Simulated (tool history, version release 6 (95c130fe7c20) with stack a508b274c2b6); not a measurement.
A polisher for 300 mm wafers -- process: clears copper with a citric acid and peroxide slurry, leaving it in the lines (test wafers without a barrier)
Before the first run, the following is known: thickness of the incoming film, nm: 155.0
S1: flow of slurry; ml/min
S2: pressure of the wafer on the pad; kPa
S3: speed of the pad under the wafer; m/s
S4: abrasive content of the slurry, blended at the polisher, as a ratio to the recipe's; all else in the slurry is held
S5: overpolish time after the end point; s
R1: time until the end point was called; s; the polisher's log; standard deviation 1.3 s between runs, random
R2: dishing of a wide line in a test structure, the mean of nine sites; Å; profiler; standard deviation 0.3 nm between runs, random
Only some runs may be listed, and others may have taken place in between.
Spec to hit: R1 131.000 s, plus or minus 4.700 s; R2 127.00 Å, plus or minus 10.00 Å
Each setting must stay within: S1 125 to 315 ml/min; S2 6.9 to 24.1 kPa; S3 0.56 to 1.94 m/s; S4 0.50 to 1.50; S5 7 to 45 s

run 1 hour=0.0 | S1=205 S2=15.2 S3=1.24 S4=1.00 S5=23 | R1=78.597 R2=219.84
run 2 hour=2.8 | S1=225 S2=15.2 S3=1.24 S4=1.00 S5=23 | R1=76.019 R2=212.71
run 3 hour=6.2 | S1=220 S2=13.8 S3=1.24 S4=1.00 S5=21 | R1=83.048 R2=198.63
run 4 hour=7.4 | S1=215 S2=12.4 S3=1.24 S4=1.00 S5=19 | R1=92.866 R2=168.42
run 5 hour=9.3 | S1=245 S2=12.4 S3=1.24 S4=1.00 S5=19 | R1=91.425 R2=171.44
run 6 hour=10.2 | S1=245 S2=11.7 S3=1.24 S4=1.00 S5=19 | R1=96.738 R2=164.55
run 7 hour=13.6 | S1=245 S2=11.0 S3=1.24 S4=1.00 S5=19 | R1=102.310 R2=157.05
run 8 hour=18.6 | S1=245 S2=10.3 S3=1.24 S4=1.00 S5=19 | R1=111.400 R2=161.03
run 9 hour=26.0 | S1=245 S2=10.3 S3=1.24 S4=1.00 S5=19 | R1=109.230 R2=152.97
run 10 hour=30.6 | S1=245 S2=9.7 S3=1.24 S4=1.00 S5=19 | R1=116.810 R2=151.49
run 11 hour=33.4 | S1=245 S2=9.7 S3=1.24 S4=1.00 S5=18 | R1=116.190 R2=138.12
run 12 hour=37.4 | S1=240 S2=9.7 S3=1.24 S4=1.00 S5=18 | R1=116.350 R2=140.31
run 13 hour=43.2 | S1=235 S2=9.7 S3=1.24 S4=1.00 S5=18 | R1=117.280 R2=142.24
run 14 hour=51.1 | S1=230 S2=9.7 S3=1.24 S4=1.00 S5=18 | R1=119.560 R2=138.78

Exercise: of the 4 proposed moves below, exactly one satisfies all targets within the stated allowed misses. Which move is it?
run A hour=59.0 | S1=215 S2=11.7 S3=1.18 S4=0.95 S5=15 | R1=? R2=?
run B hour=59.0 | S1=185 S2=7.6 S3=1.42 S4=1.10 S5=17 | R1=? R2=?
run C hour=59.0 | S1=210 S2=9.0 S3=1.52 S4=1.10 S5=16 | R1=? R2=?
run D hour=59.0 | S1=255 S2=9.7 S3=1.28 S4=1.10 S5=16 | R1=? R2=?

move=A R1=103.150 R2=134.99
move=B R1=131.060 R2=122.38
move=C R1=103.680 R2=139.33
move=D R1=108.670 R2=135.33
A: lands further from the targets than the last run did
B: hits every target within its allowed miss
C: lands further from the targets than the last run did
D: lands further from the targets than the last run did
Go with B: it meets all targets.
